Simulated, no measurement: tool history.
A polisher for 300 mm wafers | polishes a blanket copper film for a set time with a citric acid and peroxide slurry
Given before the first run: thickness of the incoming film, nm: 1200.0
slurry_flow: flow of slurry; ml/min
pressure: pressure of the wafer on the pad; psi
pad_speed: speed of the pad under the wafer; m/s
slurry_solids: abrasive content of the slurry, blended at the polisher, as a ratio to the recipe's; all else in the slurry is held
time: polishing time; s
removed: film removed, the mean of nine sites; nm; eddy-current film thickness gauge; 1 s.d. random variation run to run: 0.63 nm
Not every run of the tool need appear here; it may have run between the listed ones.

{"run": 1, "day": 0.0, "slurry_flow": 215, "pressure": 4, "pad_speed": 0.78, "slurry_solids": 1, "time": 28, "removed": 72.489}
{"run": 2, "day": 0.158, "slurry_flow": 220, "pressure": 4.2, "pad_speed": 0.78, "slurry_solids": 1, "time": 28, "removed": 76.606}
{"run": 3, "day": 0.3, "slurry_flow": 225, "pressure": 4.3, "pad_speed": 0.78, "slurry_solids": 1, "time": 28, "removed": 78.347}
{"run": 4, "day": 0.525, "slurry_flow": 230, "pressure": 4.4, "pad_speed": 0.78, "slurry_solids": 1, "time": 28, "removed": 80.076}
{"run": 5, "day": 0.9, "slurry_flow": 230, "pressure": 4.5, "pad_speed": 0.78, "slurry_solids": 1, "time": 28, "removed": 82.397}
{"run": 6, "day": 0.933, "slurry_flow": 230, "pressure": 4.5, "pad_speed": 0.78, "slurry_solids": 1, "time": 25, "removed": 73.528}
{"run": 7, "day": 1.046, "slurry_flow": 230, "pressure": 4.5, "pad_speed": 0.78, "slurry_solids": 1, "time": 25, "removed": 73.196}

What does the tool deliver on the next run?
{"run": 8, "day": 1.321, "slurry_flow": 230, "pressure": 4.5, "pad_speed": 0.78, "slurry_solids": 1, "time": 25, "removed": "?"}

removed: 73.176 nm

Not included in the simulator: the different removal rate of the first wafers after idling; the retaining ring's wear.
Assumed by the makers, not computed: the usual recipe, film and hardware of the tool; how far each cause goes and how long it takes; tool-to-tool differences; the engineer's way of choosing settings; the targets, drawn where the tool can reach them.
